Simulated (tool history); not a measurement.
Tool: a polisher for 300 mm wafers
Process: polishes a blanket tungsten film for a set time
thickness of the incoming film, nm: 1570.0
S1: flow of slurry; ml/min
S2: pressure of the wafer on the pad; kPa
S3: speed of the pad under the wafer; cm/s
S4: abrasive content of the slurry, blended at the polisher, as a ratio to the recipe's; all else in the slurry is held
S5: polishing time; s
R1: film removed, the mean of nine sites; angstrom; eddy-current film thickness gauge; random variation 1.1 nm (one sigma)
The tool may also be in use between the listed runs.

{"run": 1, "hour": 0.0, "S1": 265, "S2": 28.3, "S3": 136, "S4": 1, "S5": 20, "R1": 1333.2}
{"run": 2, "hour": 5.9, "S1": 330, "S2": 28.3, "S3": 136, "S4": 1, "S5": 20, "R1": 1371.5}
{"run": 3, "hour": 10.5, "S1": 330, "S2": 27.6, "S3": 136, "S4": 1, "S5": 20, "R1": 1319.7}
{"run": 4, "hour": 15.1, "S1": 330, "S2": 27.6, "S3": 136, "S4": 1, "S5": 20, "R1": 1309.2}
{"run": 5, "hour": 21.7, "S1": 330, "S2": 26.9, "S3": 136, "S4": 1, "S5": 20, "R1": 1297.9}
{"run": 6, "hour": 25.5, "S1": 330, "S2": 26.2, "S3": 136, "S4": 1, "S5": 20, "R1": 1255.6}
{"run": 7, "hour": 26.1, "S1": 330, "S2": 25.5, "S3": 136, "S4": 1, "S5": 20, "R1": 1227.9}
{"run": 8, "hour": 33.8, "S1": 330, "S2": 24.8, "S3": 136, "S4": 1, "S5": 20, "R1": 1234.5}

The next listed run, before its measurement:
{"run": 9, "hour": 38.1, "S1": 325, "S2": 20, "S3": 134, "S4": 1, "S5": 20, "R1": "?"}

{"run 9": {"R1": 1003.8}}
